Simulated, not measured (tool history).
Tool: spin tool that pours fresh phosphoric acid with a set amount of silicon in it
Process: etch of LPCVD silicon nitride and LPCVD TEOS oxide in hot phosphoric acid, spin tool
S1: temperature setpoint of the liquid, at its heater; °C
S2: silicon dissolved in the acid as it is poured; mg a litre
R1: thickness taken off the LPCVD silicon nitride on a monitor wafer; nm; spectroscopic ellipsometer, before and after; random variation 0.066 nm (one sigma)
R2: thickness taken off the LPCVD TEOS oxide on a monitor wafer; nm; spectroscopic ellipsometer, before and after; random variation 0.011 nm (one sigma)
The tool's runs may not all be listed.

{"run": 1, "hour": 0.0, "S1": 162.0, "S2": 15.5, "time under the liquid (s)": 180, "R1": 17.914, "R2": 0.72071}
{"run": 2, "hour": 2.4, "S1": 162.0, "S2": 15.5, "time under the liquid (s)": 100, "R1": 9.909, "R2": 0.41717}
{"run": 3, "hour": 10.2, "S1": 160.0, "S2": 15.5, "time under the liquid (s)": 100, "R1": 9.2775, "R2": 0.36303}
{"run": 4, "hour": 11.5, "S1": 160.0, "S2": 21.5, "time under the liquid (s)": 100, "R1": 9.2635, "R2": 0.29225}
{"run": 5, "hour": 12.1, "S1": 161.5, "S2": 24.0, "time under the liquid (s)": 105, "R1": 10.386, "R2": 0.31123}
{"run": 6, "hour": 18.1, "S1": 160.0, "S2": 24.0, "time under the liquid (s)": 105, "R1": 9.8045, "R2": 0.26573}
{"run": 7, "hour": 23.0, "S1": 161.5, "S2": 25.5, "time under the liquid (s)": 110, "R1": 10.802, "R2": 0.31479}
{"run": 8, "hour": 27.2, "S1": 162.5, "S2": 27.0, "time under the liquid (s)": 110, "R1": 11.106, "R2": 0.30517}

Run 9 comes next. What will it give?
{"run": 9, "hour": 36.0, "S1": 163.5, "S2": 27.5, "time under the liquid (s)": 115, "R1": "?", "R2": "?"}

{"run 9": {"R1": 11.984, "R2": 0.34034}}
